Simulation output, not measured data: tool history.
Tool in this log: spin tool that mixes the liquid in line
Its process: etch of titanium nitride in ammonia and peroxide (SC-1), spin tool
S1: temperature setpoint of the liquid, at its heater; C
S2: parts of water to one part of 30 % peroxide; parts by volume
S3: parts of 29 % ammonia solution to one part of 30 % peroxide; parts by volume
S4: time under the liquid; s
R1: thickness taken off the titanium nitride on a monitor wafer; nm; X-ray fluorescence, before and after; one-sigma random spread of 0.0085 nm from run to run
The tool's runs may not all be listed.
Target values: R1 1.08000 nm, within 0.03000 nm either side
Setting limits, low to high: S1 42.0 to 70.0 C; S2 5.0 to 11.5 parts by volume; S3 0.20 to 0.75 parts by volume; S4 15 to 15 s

run,hour,S1,S2,S3,S4,R1
1,0.0,58.0,6.5,0.45,15,2.13860
2,1.8,57.0,6.5,0.45,15,1.96080
3,5.3,56.0,6.5,0.45,15,1.85560
4,10.4,56.0,5.0,0.45,15,2.07910
5,19.4,56.0,5.0,0.40,15,2.07090
6,28.1,55.0,5.0,0.40,15,1.93400
7,30.6,54.0,5.0,0.40,15,1.80990
8,32.7,53.0,5.0,0.40,15,1.70100
9,37.1,52.0,5.0,0.40,15,1.55850
10,37.9,45.5,5.0,0.40,15,0.99730
11,41.6,46.0,5.0,0.40,15,1.02440

Which one of the following 5 next-run settings gets every result inside its allowed miss? There is exactly one.
A,45.3,49.0,6.0,0.40,15,?
B,45.3,49.5,7.0,0.45,15,?
C,45.3,48.0,5.0,0.35,15,?
D,45.3,46.5,5.0,0.40,15,?
E,45.3,46.0,5.5,0.40,15,?

move,R1
A,1.17340
B,1.14900
C,1.16730
D,1.07290
E,0.98964
A: takes the result that was furthest off past its target
B: takes the result that was furthest off past its target
C: takes the result that was furthest off past its target
D: hits every target within its allowed miss
E: lands further from the targets than the last run did
D meets every target.

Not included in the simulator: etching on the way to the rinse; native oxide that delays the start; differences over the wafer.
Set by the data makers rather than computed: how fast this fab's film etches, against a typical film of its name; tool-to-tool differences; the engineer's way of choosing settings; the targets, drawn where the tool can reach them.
